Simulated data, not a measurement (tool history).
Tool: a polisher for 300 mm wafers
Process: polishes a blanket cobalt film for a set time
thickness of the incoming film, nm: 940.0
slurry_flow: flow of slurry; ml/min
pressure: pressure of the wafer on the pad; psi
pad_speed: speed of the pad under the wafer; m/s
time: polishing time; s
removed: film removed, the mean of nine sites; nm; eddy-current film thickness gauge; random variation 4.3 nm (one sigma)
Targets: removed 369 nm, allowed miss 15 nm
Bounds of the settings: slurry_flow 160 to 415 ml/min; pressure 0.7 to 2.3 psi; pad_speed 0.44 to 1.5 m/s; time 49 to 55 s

run	day	slurry_flow	pressure	pad_speed	time	removed
1	0	265	1.5	0.96	55	221.74
2	0.25	265	1.6	0.96	55	238.25
3	0.525	205	1.6	0.96	55	231.26
4	0.867	205	1.7	0.96	55	246.28
5	1.092	205	1.7	0.96	55	243.36
6	1.175	205	1.5	0.96	55	218.77
7	1.504	210	1.9	1.06	55	301.06
8	1.55	210	2	1.06	55	318.23
9	1.767	210	2.1	1.06	55	327.07
10	1.975	210	2.2	1.08	55	350.9

4 next moves are on the table. One of them brings every result within its allowed miss. Which?
A	2.183	205	2.2	1.18	53	?
B	2.183	265	2.3	1.2	55	?
C	2.183	225	2.3	1.16	55	?
D	2.183	220	2.1	1.3	55	?

move	removed
A	368.1
B	415.38
C	395.91
D	403.62
A: meets every target
B: takes the result that was furthest off past its target
C: takes the result that was furthest off past its target
D: takes the result that was furthest off past its target
Move A is the one to make.

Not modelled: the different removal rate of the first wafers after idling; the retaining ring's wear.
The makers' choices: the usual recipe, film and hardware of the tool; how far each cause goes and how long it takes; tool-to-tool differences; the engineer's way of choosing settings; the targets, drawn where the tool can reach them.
